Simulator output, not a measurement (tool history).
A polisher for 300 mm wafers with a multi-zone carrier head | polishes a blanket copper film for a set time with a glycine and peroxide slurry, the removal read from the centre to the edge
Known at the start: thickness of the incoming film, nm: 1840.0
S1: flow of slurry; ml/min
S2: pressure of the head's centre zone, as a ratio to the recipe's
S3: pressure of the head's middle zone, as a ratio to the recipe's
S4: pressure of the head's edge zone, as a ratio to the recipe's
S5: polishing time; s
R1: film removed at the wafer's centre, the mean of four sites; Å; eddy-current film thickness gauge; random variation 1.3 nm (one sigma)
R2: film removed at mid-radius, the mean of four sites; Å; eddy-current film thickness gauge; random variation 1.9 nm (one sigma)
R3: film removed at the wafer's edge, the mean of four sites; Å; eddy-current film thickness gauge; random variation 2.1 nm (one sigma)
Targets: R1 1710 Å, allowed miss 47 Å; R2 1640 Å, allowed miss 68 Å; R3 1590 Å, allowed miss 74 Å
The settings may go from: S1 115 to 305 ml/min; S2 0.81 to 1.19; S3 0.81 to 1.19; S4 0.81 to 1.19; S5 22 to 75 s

Run 1, hour 0: S1 195 ml/min, S2 1, S3 1, S4 1, S5 48 s. Result: R1 2732.2 Å, R2 2667 Å, R3 2816.1 Å.
Run 2, hour 6.3: S1 195 ml/min, S2 1, S3 1, S4 1, S5 58 s. Result: R1 3274 Å, R2 3265.2 Å, R3 3278.6 Å.
Run 3, hour 9.5: S1 195 ml/min, S2 1, S3 1.07, S4 1, S5 58 s. Result: R1 3214.7 Å, R2 3468.6 Å, R3 3368.1 Å.
Run 4, hour 17.5: S1 195 ml/min, S2 1, S3 1.12, S4 1, S5 58 s. Result: R1 3264.7 Å, R2 3521.3 Å, R3 3410.7 Å.
Run 5, hour 26.1: S1 195 ml/min, S2 1, S3 1.11, S4 0.96, S5 51 s. Result: R1 2823.2 Å, R2 3077.8 Å, R3 2946.7 Å.
Run 6, hour 30.7: S1 195 ml/min, S2 1.05, S3 1.11, S4 0.96, S5 51 s. Result: R1 3030.2 Å, R2 3136.4 Å, R3 2973.9 Å.
Run 7, hour 33.4: S1 195 ml/min, S2 1.05, S3 1.09, S4 0.93, S5 46 s. Result: R1 2728.9 Å, R2 2726.5 Å, R3 2527.7 Å.
Run 8, hour 37.4: S1 190 ml/min, S2 1.02, S3 1.06, S4 0.91, S5 43 s. Result: R1 2467.7 Å, R2 2468.3 Å, R3 2411.4 Å.
Run 9, hour 45.8: S1 200 ml/min, S2 1.02, S3 1.06, S4 0.89, S5 39 s. Result: R1 2258.5 Å, R2 2276.6 Å, R3 2164 Å.
Run 10, hour 53.7: S1 210 ml/min, S2 1.01, S3 1.04, S4 0.88, S5 37 s. Result: R1 2131.6 Å, R2 2129.9 Å, R3 2060.2 Å.
Run 11, hour 55.4: S1 210 ml/min, S2 1.01, S3 1.03, S4 0.87, S5 35 s. Result: R1 2005.4 Å, R2 2007.7 Å, R3 1905.9 Å.
Run 12, hour 59: S1 210 ml/min, S2 1.01, S3 1.03, S4 0.87, S5 35 s. Result: R1 2021.1 Å, R2 2050.6 Å, R3 1893.2 Å.
Run 13, hour 61.9: S1 210 ml/min, S2 1, S3 1, S4 0.86, S5 34 s. Result: R1 1940 Å, R2 1889.5 Å, R3 1859.7 Å.
Run 14, hour 66: S1 215 ml/min, S2 1, S3 0.99, S4 0.85, S5 33 s. Result: R1 1882.4 Å, R2 1860 Å, R3 1768.2 Å.
Run 15, hour 71.4: S1 215 ml/min, S2 0.99, S3 0.97, S4 0.84, S5 33 s. Result: R1 1876.1 Å, R2 1811.6 Å, R3 1781.9 Å.
Run 16, hour 76.6: S1 165 ml/min, S2 1.01, S3 0.98, S4 0.81, S5 29 s. Result: R1 1598.7 Å, R2 1563.4 Å, R3 1516.6 Å.
Run 17, hour 81.7: S1 170 ml/min, S2 1.01, S3 0.98, S4 0.82, S5 29 s. Result: R1 1611.3 Å, R2 1560 Å, R3 1542.2 Å.
Run 18, hour 89.3: S1 175 ml/min, S2 1.01, S3 0.98, S4 0.82, S5 29 s. Result: R1 1627.3 Å, R2 1591.9 Å, R3 1535.5 Å.
Run 19, hour 94: S1 180 ml/min, S2 1.01, S3 0.98, S4 0.82, S5 29 s. Result: R1 1643.3 Å, R2 1593.5 Å, R3 1496.2 Å.

5 next moves are on the table. One of them brings every result within its allowed miss. Which?
Run A, hour 98.7: S1 170 ml/min, S2 1, S3 0.95, S4 0.81, S5 31 s. Result: R1 ?, R2 ?, R3 ?.
Run B, hour 98.7: S1 250 ml/min, S2 1.1, S3 1.18, S4 0.92, S5 25 s. Result: R1 ?, R2 ?, R3 ?.
Run C, hour 98.7: S1 180 ml/min, S2 0.93, S3 0.95, S4 0.83, S5 31 s. Result: R1 ?, R2 ?, R3 ?.
Run D, hour 98.7: S1 170 ml/min, S2 0.91, S3 0.96, S4 0.88, S5 31 s. Result: R1 ?, R2 ?, R3 ?.
Run E, hour 98.7: S1 160 ml/min, S2 0.92, S3 1.05, S4 0.85, S5 31 s. Result: R1 ?, R2 ?, R3 ?.

move      R1      R2      R3
   A  1723.3  1599.3  1594.2
   B  1621.2  1590.7  1409.7
   C  1617.2  1613.7  1621.4
   D  1567.1    1612  1653.9
   E  1568.4  1703.9  1615.3
A: meets every target
B: further off than the last run
C: further off than the last run
D: further off than the last run
E: further off than the last run
The right move is A.

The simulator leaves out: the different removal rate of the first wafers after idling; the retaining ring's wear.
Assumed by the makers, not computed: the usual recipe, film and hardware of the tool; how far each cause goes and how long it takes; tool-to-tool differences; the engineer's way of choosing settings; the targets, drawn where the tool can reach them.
